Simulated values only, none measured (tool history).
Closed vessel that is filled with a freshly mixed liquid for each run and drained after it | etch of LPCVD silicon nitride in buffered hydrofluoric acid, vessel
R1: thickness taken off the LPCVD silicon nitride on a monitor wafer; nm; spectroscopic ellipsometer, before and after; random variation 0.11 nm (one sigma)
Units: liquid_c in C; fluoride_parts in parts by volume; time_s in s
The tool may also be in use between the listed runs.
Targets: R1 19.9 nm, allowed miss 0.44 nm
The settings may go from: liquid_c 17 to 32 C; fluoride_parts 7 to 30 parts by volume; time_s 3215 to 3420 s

{"run": 1, "hour": 0.0, "liquid_c": 25, "fluoride_parts": 19, "time_s": 3215, "R1": 24.921}
{"run": 2, "hour": 9.2, "liquid_c": 26.5, "fluoride_parts": 19, "time_s": 3215, "R1": 27.18}
{"run": 3, "hour": 15.7, "liquid_c": 26.5, "fluoride_parts": 19, "time_s": 3420, "R1": 28.832}
{"run": 4, "hour": 23.2, "liquid_c": 29.5, "fluoride_parts": 19, "time_s": 3420, "R1": 33.636}
{"run": 5, "hour": 26.9, "liquid_c": 26, "fluoride_parts": 19, "time_s": 3420, "R1": 28.289}
{"run": 6, "hour": 33.5, "liquid_c": 26, "fluoride_parts": 19, "time_s": 3420, "R1": 28.068}
{"run": 7, "hour": 34.9, "liquid_c": 24, "fluoride_parts": 19, "time_s": 3420, "R1": 25.305}
{"run": 8, "hour": 42.2, "liquid_c": 22.5, "fluoride_parts": 19, "time_s": 3420, "R1": 23.315}
{"run": 9, "hour": 50.6, "liquid_c": 21.5, "fluoride_parts": 19, "time_s": 3420, "R1": 22.08}
{"run": 10, "hour": 52.6, "liquid_c": 21, "fluoride_parts": 19, "time_s": 3420, "R1": 21.458}
{"run": 11, "hour": 58.0, "liquid_c": 20.5, "fluoride_parts": 19, "time_s": 3420, "R1": 20.678}

Which of these 4 next moves meets every target?
{"run": "A", "hour": 63.4, "liquid_c": 19.5, "fluoride_parts": 18, "time_s": 3405, "R1": "?"}
{"run": "B", "hour": 63.4, "liquid_c": 22.5, "fluoride_parts": 21, "time_s": 3215, "R1": "?"}
{"run": "C", "hour": 63.4, "liquid_c": 20.5, "fluoride_parts": 18.5, "time_s": 3380, "R1": "?"}
{"run": "D", "hour": 63.4, "liquid_c": 22, "fluoride_parts": 20.5, "time_s": 3360, "R1": "?"}

move=A R1=20.649
move=B R1=20.085
move=C R1=21.102
move=D R1=20.759
A: as far off as the last run
B: meets every target
C: further off than the last run
D: further off than the last run
Answer: B
